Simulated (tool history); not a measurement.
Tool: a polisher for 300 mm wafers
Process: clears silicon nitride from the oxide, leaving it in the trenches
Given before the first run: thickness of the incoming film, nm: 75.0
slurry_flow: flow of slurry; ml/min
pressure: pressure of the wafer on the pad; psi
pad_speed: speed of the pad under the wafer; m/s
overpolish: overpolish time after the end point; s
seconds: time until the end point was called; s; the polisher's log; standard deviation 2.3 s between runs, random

run    day  slurry_flow  pressure  pad_speed  overpolish  seconds
  1      0          175       2.2       0.94           7   134.85
  2  0.338          175         2       0.94           7   146.81
  3  0.446          145         2       0.94           7   147.85
  4  0.525          165         2       0.94           7   147.68
  5  0.667          165       1.8       0.94           7   162.73
  6  0.792          135       1.8       0.94           7   164.92

Expected results for the next run?
  7  0.938          135       1.7       0.94           7        ?

seconds: 177.76 s
